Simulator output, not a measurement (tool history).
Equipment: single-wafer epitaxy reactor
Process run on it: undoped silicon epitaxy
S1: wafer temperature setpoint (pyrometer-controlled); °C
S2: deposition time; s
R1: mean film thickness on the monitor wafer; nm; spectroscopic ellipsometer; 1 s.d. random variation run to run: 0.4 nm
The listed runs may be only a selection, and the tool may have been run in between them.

Run 1, day 0: S1 670 °C, S2 341 s. Result: R1 96.831 nm.
Run 2, day 0.108: S1 670 °C, S2 320 s. Result: R1 89.349 nm.
Run 3, day 0.167: S1 676 °C, S2 320 s. Result: R1 101.28 nm.
Run 4, day 0.462: S1 674 °C, S2 320 s. Result: R1 98.188 nm.
Run 5, day 0.646: S1 683 °C, S2 320 s. Result: R1 114.03 nm.
Run 6, day 0.771: S1 679 °C, S2 320 s. Result: R1 107.21 nm.
Run 7, day 1.1: S1 676 °C, S2 320 s. Result: R1 100.85 nm.
Run 8, day 1.438: S1 674 °C, S2 320 s. Result: R1 97.146 nm.
Run 9, day 1.571: S1 672 °C, S2 320 s. Result: R1 93.798 nm.
Run 10, day 1.9: S1 670 °C, S2 320 s. Result: R1 90.532 nm.

Run 11, settings as shown, results not yet in. Your forecast:
Run 11, day 2.125: S1 669 °C, S2 320 s. Result: R1 ?.

Logged for run 11: R1 88.058 nm.

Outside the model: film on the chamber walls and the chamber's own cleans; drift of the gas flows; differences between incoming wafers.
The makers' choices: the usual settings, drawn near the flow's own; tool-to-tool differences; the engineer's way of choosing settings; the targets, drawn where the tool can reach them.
